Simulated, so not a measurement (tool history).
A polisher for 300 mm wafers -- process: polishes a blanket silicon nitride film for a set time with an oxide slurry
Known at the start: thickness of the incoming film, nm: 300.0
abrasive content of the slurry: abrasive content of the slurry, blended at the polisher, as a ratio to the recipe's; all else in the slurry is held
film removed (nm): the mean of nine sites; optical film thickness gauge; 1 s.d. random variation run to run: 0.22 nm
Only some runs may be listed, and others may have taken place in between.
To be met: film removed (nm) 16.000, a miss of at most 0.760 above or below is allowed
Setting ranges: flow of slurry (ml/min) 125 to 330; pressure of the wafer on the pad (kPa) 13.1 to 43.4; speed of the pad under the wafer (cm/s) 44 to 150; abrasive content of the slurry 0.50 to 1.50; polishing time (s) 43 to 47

run	hour	flow of slurry (ml/min)	pressure of the wafer on the pad (kPa)	speed of the pad under the wafer (cm/s)	abrasive content of the slurry	polishing time (s)	film removed (nm)
1	0.0	210	28.3	96	1.00	47	36.501
2	3.2	210	28.3	96	1.00	47	35.218
3	11.3	210	26.2	92	1.00	47	32.267
4	20.3	210	24.1	88	1.00	47	28.695
5	21.4	210	22.8	86	1.00	47	27.632
6	28.6	210	21.4	82	1.00	47	25.800
7	37.7	210	20.0	78	1.00	47	23.744
8	41.0	210	19.3	76	1.00	47	21.982
9	41.7	210	18.6	74	1.00	47	21.132
10	45.1	210	17.9	72	1.00	47	20.344
11	46.9	210	17.2	70	1.00	47	19.288
12	51.7	210	16.5	70	1.00	47	18.752
13	58.2	210	15.9	70	1.00	47	18.107
14	64.5	210	15.2	70	1.00	47	17.846

Next run, 5 choices. One meets every target within its allowed miss, the rest don't. Which?
A	70.8	180	22.1	56	0.90	46	?
B	70.8	285	17.9	56	1.20	44	?
C	70.8	220	15.2	70	0.95	43	?
D	70.8	220	15.9	72	1.10	43	?
E	70.8	150	17.2	74	1.00	44	?

move	film removed (nm)
A	17.536
B	17.040
C	15.789
D	17.592
E	17.661
A: closer than the last run, but not yet in spec
B: closer than the last run, but not yet in spec
C: each result inside its tolerance
D: closer than the last run, but not yet in spec
E: closer than the last run, but not yet in spec
The right move is C.

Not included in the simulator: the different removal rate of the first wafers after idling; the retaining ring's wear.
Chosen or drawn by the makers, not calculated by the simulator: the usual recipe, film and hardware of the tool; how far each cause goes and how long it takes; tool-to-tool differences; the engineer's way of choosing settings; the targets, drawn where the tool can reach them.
